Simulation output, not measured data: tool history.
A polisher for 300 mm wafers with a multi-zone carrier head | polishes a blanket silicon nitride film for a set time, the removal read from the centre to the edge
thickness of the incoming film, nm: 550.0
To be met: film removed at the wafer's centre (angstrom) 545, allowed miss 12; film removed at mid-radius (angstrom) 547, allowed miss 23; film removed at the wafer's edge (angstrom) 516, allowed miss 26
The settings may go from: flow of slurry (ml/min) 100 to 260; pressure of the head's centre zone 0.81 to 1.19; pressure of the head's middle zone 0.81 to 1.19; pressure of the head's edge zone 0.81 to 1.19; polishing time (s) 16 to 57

run	hour	flow of slurry (ml/min)	pressure of the head's centre zone	pressure of the head's middle zone	pressure of the head's edge zone	polishing time (s)	film removed at the wafer's centre (angstrom)	film removed at mid-radius (angstrom)	film removed at the wafer's edge (angstrom)
1	0	165	1	1	1	36	749.8	748.28	778.48
2	9	165	1	1	1	30	622.49	617.78	632.29
3	11.6	165	1	1	1.08	30	618.97	613.22	656.79
4	15.6	160	1	1	1.04	29	600.72	592.13	618
5	22.8	180	1	1	1.04	29	615.02	619.3	633.12
6	30.2	170	1	1.01	1.01	29	608.85	614.25	630.07
7	37.8	165	1	1.01	0.97	28	579.05	574.5	581.92
8	45.8	160	1	1.02	0.94	28	579.47	587.46	565.38
9	53.8	115	1	0.98	0.88	27	504.29	506.99	520.91
10	54.7	165	1.02	1.02	0.82	27	577.72	578.65	525.69
11	60.1	160	1.02	1.02	0.82	27	567.96	566.84	507.47

4 next moves are on the table. One of them brings every result within its allowed miss. Which?
A	65.5	180	1.11	1.01	0.81	23	?	?	?
B	65.5	115	1.06	1.05	0.86	27	?	?	?
C	65.5	170	0.94	0.96	0.88	29	?	?	?
D	65.5	170	1.05	1.01	0.84	26	?	?	?

move	film removed at the wafer's centre (angstrom)	film removed at mid-radius (angstrom)	film removed at the wafer's edge (angstrom)
A	541.34	488.26	459.75
B	540.94	535.31	513.49
C	570.55	584.37	594.27
D	572.08	546.51	522.98
A: brings the result that was furthest off to its target, and leaves another outside
B: meets every target
C: further off than the last run
D: further off than the last run
The right move is B.

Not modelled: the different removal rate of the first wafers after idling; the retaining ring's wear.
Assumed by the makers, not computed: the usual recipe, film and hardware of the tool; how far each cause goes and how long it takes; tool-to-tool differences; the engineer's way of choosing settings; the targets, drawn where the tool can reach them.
